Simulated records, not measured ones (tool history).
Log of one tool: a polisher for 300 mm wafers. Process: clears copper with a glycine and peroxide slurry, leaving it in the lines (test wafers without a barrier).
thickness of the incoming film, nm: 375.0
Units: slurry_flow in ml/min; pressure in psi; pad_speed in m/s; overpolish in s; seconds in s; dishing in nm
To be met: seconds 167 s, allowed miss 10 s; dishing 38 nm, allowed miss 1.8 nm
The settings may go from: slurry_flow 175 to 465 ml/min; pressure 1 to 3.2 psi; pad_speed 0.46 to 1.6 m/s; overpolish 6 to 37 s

run 1 hour=0 | slurry_flow=295 pressure=2.1 pad_speed=1.02 overpolish=19 | seconds=90.918 dishing=49.837
run 2 hour=1.9 | slurry_flow=295 pressure=1.9 pad_speed=0.96 overpolish=20 | seconds=99.458 dishing=48.936
run 3 hour=10.4 | slurry_flow=295 pressure=1.9 pad_speed=0.96 overpolish=17 | seconds=98.081 dishing=43.434
run 4 hour=15 | slurry_flow=290 pressure=1.7 pad_speed=0.88 overpolish=18 | seconds=113 dishing=40.068
run 5 hour=18.9 | slurry_flow=290 pressure=1.7 pad_speed=0.88 overpolish=21 | seconds=114.36 dishing=45.57
run 6 hour=24.3 | slurry_flow=290 pressure=1.5 pad_speed=0.84 overpolish=22 | seconds=126.95 dishing=44.269
run 7 hour=31.5 | slurry_flow=290 pressure=1.4 pad_speed=0.8 overpolish=22 | seconds=130.72 dishing=41.132
run 8 hour=36.9 | slurry_flow=285 pressure=1.3 pad_speed=0.76 overpolish=23 | seconds=146.12 dishing=40.986
run 9 hour=43.4 | slurry_flow=285 pressure=1.2 pad_speed=0.76 overpolish=23 | seconds=151.04 dishing=39.148

Which of these 5 next moves meets every target?
run A hour=49.9 | slurry_flow=405 pressure=1.1 pad_speed=0.94 overpolish=19 | seconds=? dishing=?
run B hour=49.9 | slurry_flow=250 pressure=1 pad_speed=0.76 overpolish=25 | seconds=? dishing=?
run C hour=49.9 | slurry_flow=270 pressure=1 pad_speed=0.86 overpolish=25 | seconds=? dishing=?
run D hour=49.9 | slurry_flow=175 pressure=1.2 pad_speed=0.74 overpolish=28 | seconds=? dishing=?
run E hour=49.9 | slurry_flow=220 pressure=1.6 pad_speed=0.64 overpolish=21 | seconds=? dishing=?

move=A seconds=132.17 dishing=37.083
move=B seconds=162.52 dishing=39.319
move=C seconds=150.57 dishing=41.319
move=D seconds=158.02 dishing=44.065
move=E seconds=144.25 dishing=38.659
A: further off than the last run
B: meets every target
C: further off than the last run
D: brings the result that was furthest off to its target, and leaves another outside
E: further off than the last run
The right move is B.
